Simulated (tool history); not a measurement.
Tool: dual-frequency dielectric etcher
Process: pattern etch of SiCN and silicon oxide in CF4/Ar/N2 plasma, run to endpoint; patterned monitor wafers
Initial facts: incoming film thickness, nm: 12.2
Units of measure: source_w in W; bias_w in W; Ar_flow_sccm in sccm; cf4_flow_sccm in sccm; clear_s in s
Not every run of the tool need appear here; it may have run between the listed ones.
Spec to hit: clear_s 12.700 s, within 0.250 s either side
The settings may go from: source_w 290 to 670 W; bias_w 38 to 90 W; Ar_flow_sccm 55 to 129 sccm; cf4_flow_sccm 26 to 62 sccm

Run 1, hour 0.0: source_w 480 W, bias_w 64 W, Ar_flow_sccm 92 sccm, cf4_flow_sccm 44 sccm. Result: clear_s 15.616 s.
Run 2, hour 6.6: source_w 510 W, bias_w 64 W, Ar_flow_sccm 92 sccm, cf4_flow_sccm 44 sccm. Result: clear_s 14.983 s.
Run 3, hour 13.4: source_w 430 W, bias_w 64 W, Ar_flow_sccm 92 sccm, cf4_flow_sccm 44 sccm. Result: clear_s 16.781 s.
Run 4, hour 19.4: source_w 430 W, bias_w 64 W, Ar_flow_sccm 102 sccm, cf4_flow_sccm 44 sccm. Result: clear_s 17.244 s.
Run 5, hour 23.2: source_w 450 W, bias_w 64 W, Ar_flow_sccm 102 sccm, cf4_flow_sccm 44 sccm. Result: clear_s 16.600 s.
Run 6, hour 27.3: source_w 470 W, bias_w 64 W, Ar_flow_sccm 102 sccm, cf4_flow_sccm 44 sccm. Result: clear_s 16.192 s.
Run 7, hour 30.6: source_w 490 W, bias_w 64 W, Ar_flow_sccm 102 sccm, cf4_flow_sccm 44 sccm. Result: clear_s 15.629 s.
Run 8, hour 37.1: source_w 510 W, bias_w 64 W, Ar_flow_sccm 102 sccm, cf4_flow_sccm 44 sccm. Result: clear_s 15.254 s.
Run 9, hour 42.9: source_w 520 W, bias_w 64 W, Ar_flow_sccm 102 sccm, cf4_flow_sccm 44 sccm. Result: clear_s 15.075 s.
Run 10, hour 44.2: source_w 620 W, bias_w 65 W, Ar_flow_sccm 102 sccm, cf4_flow_sccm 44 sccm. Result: clear_s 13.072 s.
Run 11, hour 47.4: source_w 630 W, bias_w 65 W, Ar_flow_sccm 102 sccm, cf4_flow_sccm 44 sccm. Result: clear_s 12.926 s.

Which one of the following 5 next-run settings gets every result inside its allowed miss? There is exactly one.
Run A, hour 50.6: source_w 660 W, bias_w 63 W, Ar_flow_sccm 103 sccm, cf4_flow_sccm 44 sccm. Result: clear_s ?.
Run B, hour 50.6: source_w 570 W, bias_w 68 W, Ar_flow_sccm 94 sccm, cf4_flow_sccm 54 sccm. Result: clear_s ?.
Run C, hour 50.6: source_w 600 W, bias_w 74 W, Ar_flow_sccm 128 sccm, cf4_flow_sccm 42 sccm. Result: clear_s ?.
Run D, hour 50.6: source_w 630 W, bias_w 63 W, Ar_flow_sccm 97 sccm, cf4_flow_sccm 38 sccm. Result: clear_s ?.
Run E, hour 50.6: source_w 630 W, bias_w 77 W, Ar_flow_sccm 115 sccm, cf4_flow_sccm 50 sccm. Result: clear_s ?.

move  clear_s
   A   12.678
   B   13.127
   C   13.249
   D   13.235
   E   12.072
A: each result inside its tolerance
B: misses by more than the last run did
C: misses by more than the last run did
D: misses by more than the last run did
E: carries the result that was furthest off beyond its target, to the other side
So the answer is move A, the one that meets all the targets.
